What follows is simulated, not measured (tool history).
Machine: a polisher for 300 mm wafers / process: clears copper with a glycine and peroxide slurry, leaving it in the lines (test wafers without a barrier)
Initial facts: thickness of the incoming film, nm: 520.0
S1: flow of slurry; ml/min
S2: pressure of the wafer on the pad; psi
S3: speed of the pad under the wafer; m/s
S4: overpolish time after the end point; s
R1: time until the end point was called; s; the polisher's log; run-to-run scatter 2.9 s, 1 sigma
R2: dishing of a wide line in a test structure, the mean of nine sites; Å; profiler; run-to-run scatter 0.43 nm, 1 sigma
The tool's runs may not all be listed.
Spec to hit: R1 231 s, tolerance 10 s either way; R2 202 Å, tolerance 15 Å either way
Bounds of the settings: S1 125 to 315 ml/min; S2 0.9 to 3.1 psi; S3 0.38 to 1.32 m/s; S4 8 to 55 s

run  hour   S1   S2    S3  S4      R1      R2
  1     0  205    2  0.84  28   153.5  529.12
  2   8.1  205  1.8  0.84  24  166.86  430.05
  3  14.9  205  1.5  0.84  24  185.72  402.04
  4  16.6  205  1.4  0.84  21  193.45  324.73
  5    20  205    1  0.84  21  239.52  274.95
  6  28.5  170    1  0.84  21   253.8  261.67
       36  -- slurry nozzle cleaned
  7    36  175    1  0.84  19  231.97  263.04
  8  43.8  175    1  0.84  17  228.68   231.2
  9  52.9  175    1  0.84  16  232.31  222.08

Of the 4 settings listed for the next run, only one would bring every result within its allowed miss of target. Which one?
  A    62  165  0.9  0.98  12   ?   ?
  B    62  185  0.9  0.96  14   ?   ?
  C    62  275  1.2  0.76  16   ?   ?
  D    62  165    1  0.74  13   ?   ?

move      R1      R2
   A  230.04  170.66
   B  228.39  197.69
   C  210.16  243.59
   D  254.55  168.81
A: takes the biggest miss from the last run beyond its target
B: every result within its allowed miss
C: the biggest miss grows against the last run
D: takes the biggest miss from the last run beyond its target
B meets every target.

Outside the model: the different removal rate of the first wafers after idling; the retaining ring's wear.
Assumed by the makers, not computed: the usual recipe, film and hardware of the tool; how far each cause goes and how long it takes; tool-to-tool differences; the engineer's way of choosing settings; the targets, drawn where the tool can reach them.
